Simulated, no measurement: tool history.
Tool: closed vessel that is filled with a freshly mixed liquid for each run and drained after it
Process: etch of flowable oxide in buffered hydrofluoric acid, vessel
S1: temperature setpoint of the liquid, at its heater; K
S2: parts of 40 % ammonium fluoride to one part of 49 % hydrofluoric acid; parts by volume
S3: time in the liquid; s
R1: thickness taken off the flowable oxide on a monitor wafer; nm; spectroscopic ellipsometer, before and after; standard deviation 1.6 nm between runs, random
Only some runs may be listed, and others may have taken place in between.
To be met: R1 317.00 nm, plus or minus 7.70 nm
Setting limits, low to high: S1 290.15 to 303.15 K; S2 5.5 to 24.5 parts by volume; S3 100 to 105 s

| run | hour | S1 | S2 | S3 | R1 |
|---|---|---|---|---|---|
| 1 | 0.0 | 295.15 | 15.0 | 100 | 204.97 |
| 2 | 1.2 | 293.15 | 15.0 | 100 | 185.19 |
| 3 | 10.1 | 295.15 | 15.0 | 100 | 203.19 |
| 4 | 12.1 | 296.65 | 15.0 | 100 | 219.65 |
| 5 | 15.2 | 298.15 | 15.0 | 100 | 240.92 |
| 6 | 20.8 | 298.15 | 15.0 | 100 | 242.07 |
| 7 | 22.6 | 299.15 | 15.0 | 100 | 252.88 |
| 8 | 30.6 | 300.15 | 15.0 | 100 | 269.02 |

Below are 4 possible settings for the next run. Only one of them brings all results inside the allowed miss of their targets. Which is it?
| A | 38.6 | 300.15 | 14.5 | 105 | ? |
| B | 38.6 | 298.65 | 18.0 | 105 | ? |
| C | 38.6 | 301.15 | 19.0 | 105 | ? |
| D | 38.6 | 296.65 | 11.0 | 105 | ? |

| move | R1 |
|---|---|
| A | 289.67 |
| B | 216.02 |
| C | 234.30 |
| D | 314.03 |
A: closes in on the targets versus the last run, not all within tolerance yet
B: further off than the last run
C: further off than the last run
D: hits every target within its allowed miss
Move D is the one to make.

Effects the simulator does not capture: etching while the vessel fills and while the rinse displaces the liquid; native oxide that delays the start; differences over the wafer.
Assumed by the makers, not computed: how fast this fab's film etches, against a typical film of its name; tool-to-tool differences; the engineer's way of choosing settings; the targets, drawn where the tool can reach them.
